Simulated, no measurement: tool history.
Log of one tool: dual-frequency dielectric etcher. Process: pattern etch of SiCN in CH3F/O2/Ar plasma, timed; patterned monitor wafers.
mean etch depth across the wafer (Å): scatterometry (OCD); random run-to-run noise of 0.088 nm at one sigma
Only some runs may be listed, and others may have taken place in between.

| run | hour | source power (W) | bias power (W) | etch time (s) | mean etch depth across the wafer (Å) |
|---|---|---|---|---|---|
| 1 | 0 | 330 | 88 | 98.5 | 369.69 |
| 2 | 6 | 320 | 88 | 98.5 | 362.15 |
| 3 | 12.9 | 320 | 88 | 103 | 379.47 |
| 4 | 16.6 | 320 | 88 | 98.5 | 360.45 |
| 5 | 17.5 | 320 | 100 | 98.5 | 386.36 |
| 6 | 22.9 | 320 | 91 | 98.5 | 369.21 |
| 7 | 27 | 310 | 91 | 98.5 | 361.97 |

Run 8, settings as shown, results not yet in. Your forecast:
| 8 | 28.4 | 260 | 89 | 98.5 | ? |

mean etch depth across the wafer (Å): 318.43
